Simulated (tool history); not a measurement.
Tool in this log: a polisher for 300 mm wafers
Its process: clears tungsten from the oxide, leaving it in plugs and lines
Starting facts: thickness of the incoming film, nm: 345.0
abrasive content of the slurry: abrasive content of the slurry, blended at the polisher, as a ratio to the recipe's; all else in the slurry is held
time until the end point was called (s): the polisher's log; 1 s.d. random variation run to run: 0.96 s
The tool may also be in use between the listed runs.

| run | hour | flow of slurry (ml/min) | pressure of the wafer on the pad (psi) | speed of the pad under the wafer (cm/s) | abrasive content of the slurry | overpolish time after the end point (s) | time until the end point was called (s) |
|---|---|---|---|---|---|---|---|
| 1 | 0 | 225 | 4 | 92 | 1 | 14 | 110.06 |
| 2 | 8.9 | 225 | 4 | 92 | 1 | 15 | 108.9 |
| 3 | 12.9 | 225 | 4.3 | 94 | 1 | 15 | 103.48 |
| 4 | 19.7 | 225 | 4.3 | 94 | 0.9 | 15 | 102.97 |
| 5 | 20.8 | 225 | 3.4 | 94 | 0.9 | 15 | 124.92 |
| 6 | 26.5 | 225 | 3.4 | 114 | 0.9 | 15 | 106.81 |
| 7 | 34.7 | 225 | 3.8 | 116 | 0.9 | 15 | 94.87 |
| 8 | 43.6 | 225 | 4.1 | 118 | 0.9 | 15 | 87.074 |
| 9 | 47.3 | 225 | 4.4 | 120 | 0.9 | 15 | 79.676 |
|  | 50.9 | slurry tank refilled with fresh slurry and peroxide |
| 10 | 50.9 | 225 | 4.6 | 120 | 0.9 | 15 | 60.15 |

Forecast run 11:
| 11 | 59 | 225 | 4.7 | 120 | 0.9 | 15 | ? |

time until the end point was called (s): 57.19
